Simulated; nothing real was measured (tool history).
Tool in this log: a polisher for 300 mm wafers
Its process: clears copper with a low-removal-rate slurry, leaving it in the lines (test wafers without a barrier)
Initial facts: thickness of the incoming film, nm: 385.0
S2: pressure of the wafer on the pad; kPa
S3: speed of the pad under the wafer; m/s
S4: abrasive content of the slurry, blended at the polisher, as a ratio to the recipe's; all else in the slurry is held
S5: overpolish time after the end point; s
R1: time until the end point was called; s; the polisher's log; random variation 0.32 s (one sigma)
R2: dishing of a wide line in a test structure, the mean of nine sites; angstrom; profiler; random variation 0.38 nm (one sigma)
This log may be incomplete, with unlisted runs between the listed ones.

{"run": 1, "hour": 0.0, "flow of slurry (ml/min)": 205, "S2": 29.0, "S3": 1.28, "S4": 1.0, "S5": 9, "R1": 56.015, "R2": 350.49}
{"run": 2, "hour": 8.0, "flow of slurry (ml/min)": 240, "S2": 29.0, "S3": 1.28, "S4": 1.0, "S5": 9, "R1": 55.442, "R2": 358.69}
{"run": 3, "hour": 15.2, "flow of slurry (ml/min)": 240, "S2": 29.0, "S3": 1.06, "S4": 1.0, "S5": 9, "R1": 67.826, "R2": 302.51}
{"run": 4, "hour": 17.0, "flow of slurry (ml/min)": 240, "S2": 33.8, "S3": 1.06, "S4": 1.0, "S5": 9, "R1": 58.416, "R2": 352.45}
{"run": 5, "hour": 25.8, "flow of slurry (ml/min)": 210, "S2": 34.5, "S3": 1.16, "S4": 1.05, "S5": 7, "R1": 52.367, "R2": 303.08}
{"run": 6, "hour": 34.7, "flow of slurry (ml/min)": 205, "S2": 37.2, "S3": 1.16, "S4": 1.1, "S5": 6, "R1": 48.108, "R2": 294.46}
{"run": 7, "hour": 36.3, "flow of slurry (ml/min)": 195, "S2": 39.3, "S3": 1.16, "S4": 1.15, "S5": 5, "R1": 45.764, "R2": 262.2}
{"run": 8, "hour": 41.3, "flow of slurry (ml/min)": 205, "S2": 40.7, "S3": 1.16, "S4": 1.15, "S5": 5, "R1": 43.71, "R2": 271.05}
{"run": 9, "hour": 42.7, "flow of slurry (ml/min)": 205, "S2": 42.1, "S3": 1.18, "S4": 1.15, "S5": 5, "R1": 41.968, "R2": 276.16}

Run 10, settings as shown, results not yet in. Your forecast:
{"run": 10, "hour": 49.4, "flow of slurry (ml/min)": 205, "S2": 42.7, "S3": 1.2, "S4": 1.15, "S5": 5, "R1": "?", "R2": "?"}

R1: 40.946 s
R2: 291.38 angstrom

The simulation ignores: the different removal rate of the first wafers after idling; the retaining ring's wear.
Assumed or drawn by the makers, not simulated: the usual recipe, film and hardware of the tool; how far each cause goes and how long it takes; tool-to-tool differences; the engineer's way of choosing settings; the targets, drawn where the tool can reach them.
